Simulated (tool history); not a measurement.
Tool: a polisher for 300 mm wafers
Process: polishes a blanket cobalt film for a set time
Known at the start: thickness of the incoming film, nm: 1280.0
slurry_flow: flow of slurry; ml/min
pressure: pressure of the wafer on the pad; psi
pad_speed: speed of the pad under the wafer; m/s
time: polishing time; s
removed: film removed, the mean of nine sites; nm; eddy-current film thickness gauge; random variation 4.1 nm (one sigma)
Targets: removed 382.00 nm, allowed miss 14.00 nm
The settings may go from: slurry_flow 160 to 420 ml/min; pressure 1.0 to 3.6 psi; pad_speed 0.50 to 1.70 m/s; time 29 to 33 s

run 1 hour=0.0 | slurry_flow=270 pressure=2.3 pad_speed=1.10 time=33 | removed=250.74
run 2 hour=4.8 | slurry_flow=270 pressure=2.3 pad_speed=0.84 time=33 | removed=194.06
run 3 hour=6.1 | slurry_flow=270 pressure=1.9 pad_speed=0.84 time=33 | removed=162.79
run 4 hour=14.6 | slurry_flow=270 pressure=1.9 pad_speed=0.84 time=33 | removed=163.03
run 5 hour=23.0 | slurry_flow=270 pressure=2.2 pad_speed=0.86 time=33 | removed=192.07
run 6 hour=24.6 | slurry_flow=220 pressure=2.2 pad_speed=0.86 time=33 | removed=188.13
run 7 hour=32.0 | slurry_flow=220 pressure=2.5 pad_speed=0.88 time=33 | removed=222.57
run 8 hour=40.0 | slurry_flow=220 pressure=2.7 pad_speed=0.88 time=33 | removed=235.29
run 9 hour=46.0 | slurry_flow=220 pressure=2.9 pad_speed=0.90 time=33 | removed=257.01

Which of these 5 next moves meets every target?
run A hour=52.0 | slurry_flow=295 pressure=2.8 pad_speed=1.28 time=31 | removed=?
run B hour=52.0 | slurry_flow=200 pressure=3.0 pad_speed=1.18 time=33 | removed=?
run C hour=52.0 | slurry_flow=230 pressure=3.5 pad_speed=1.02 time=33 | removed=?
run D hour=52.0 | slurry_flow=250 pressure=3.0 pad_speed=1.18 time=33 | removed=?
run E hour=52.0 | slurry_flow=215 pressure=3.4 pad_speed=1.14 time=33 | removed=?

move=A removed=339.63
move=B removed=345.58
move=C removed=353.45
move=D removed=352.58
move=E removed=380.30
A: nearer than the last run, and not there yet
B: nearer than the last run, and not there yet
C: nearer than the last run, and not there yet
D: nearer than the last run, and not there yet
E: meets every target
The right move is E.

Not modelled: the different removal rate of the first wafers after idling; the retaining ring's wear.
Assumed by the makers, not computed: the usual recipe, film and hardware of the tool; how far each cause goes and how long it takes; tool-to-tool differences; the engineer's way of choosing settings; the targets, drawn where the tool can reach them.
